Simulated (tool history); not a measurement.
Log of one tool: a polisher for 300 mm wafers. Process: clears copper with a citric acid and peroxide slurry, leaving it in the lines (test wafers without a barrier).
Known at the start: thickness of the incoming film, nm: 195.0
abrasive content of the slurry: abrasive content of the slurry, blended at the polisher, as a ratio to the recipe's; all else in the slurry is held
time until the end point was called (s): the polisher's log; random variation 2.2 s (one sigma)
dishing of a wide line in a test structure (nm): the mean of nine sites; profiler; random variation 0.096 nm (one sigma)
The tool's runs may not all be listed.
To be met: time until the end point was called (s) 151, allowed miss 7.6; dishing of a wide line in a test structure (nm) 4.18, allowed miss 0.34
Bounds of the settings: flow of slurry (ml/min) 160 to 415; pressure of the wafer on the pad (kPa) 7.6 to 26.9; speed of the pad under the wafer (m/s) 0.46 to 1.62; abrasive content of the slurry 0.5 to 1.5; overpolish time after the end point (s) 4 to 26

run  hour  flow of slurry (ml/min)  pressure of the wafer on the pad (kPa)  speed of the pad under the wafer (m/s)  abrasive content of the slurry  overpolish time after the end point (s)  time until the end point was called (s)  dishing of a wide line in a test structure (nm)
  1     0                      265                                    17.2                                    1.04                               1                                       13                                   106.49                                           17.604
  2   3.6                      265                                    14.5                                    1.04                               1                                       10                                   125.78                                           11.815
  3   8.8                      265                                    12.4                                    1.08                               1                                        8                                    147.3                                           8.8395
  4  15.7                      265                                    16.5                                    1.08                               1                                        8                                   107.53                                           11.057
  5  16.7                      265                                    16.5                                    1.08                             1.2                                        8                                   108.13                                           11.804
  6    23                      265                                    16.5                                    0.96                             1.2                                        8                                   113.45                                           10.987
  7  31.7                      245                                    16.5                                    0.82                               1                                        7                                    131.1                                           8.5725
  8  39.8                      220                                    17.2                                    0.72                            0.85                                        6                                   140.37                                           6.9757
  9  44.2                      205                                    17.9                                    0.64                            0.75                                        5                                   141.55                                           5.2905
 10  51.5                      200                                    17.9                                    0.64                             0.7                                        5                                   143.64                                           5.2462
 11    55                      195                                    17.9                                    0.64                            0.65                                        5                                   154.05                                            5.114
 12  61.4                      185                                    18.6                                    0.58                             0.6                                        5                                   152.85                                           5.0645
 13  69.1                      180                                    19.3                                    0.54                            0.55                                        5                                   158.28                                           5.0892
 14  72.4                      225                                    14.5                                    0.66                             0.8                                        4                                   175.79                                           3.6442
 15  80.2                      245                                    15.2                                    0.66                             0.8                                        4                                   164.54                                           3.7729

5 next moves are on the table. One of them brings every result within its allowed miss. Which?
  A    88                      275                                    15.9                                     0.7                            0.75                                        5                                        ?                                                ?
  B    88                      300                                    12.4                                    0.78                             0.9                                        4                                        ?                                                ?
  C    88                      200                                    15.2                                    0.76                             0.9                                        4                                        ?                                                ?
  D    88                      285                                    11.7                                    0.82                            1.05                                        4                                        ?                                                ?
  E    88                      245                                    15.9                                    0.54                            0.75                                        6                                        ?                                                ?

move  time until the end point was called (s)  dishing of a wide line in a test structure (nm)
   A                                   152.44                                           5.2083
   B                                   175.07                                           3.6428
   C                                   153.93                                           4.1405
   D                                   175.84                                           3.6257
   E                                   173.68                                            5.481
A: brings the result that was furthest off to its target, and leaves another outside
B: further off than the last run
C: meets every target
D: further off than the last run
E: further off than the last run
The right move is C.
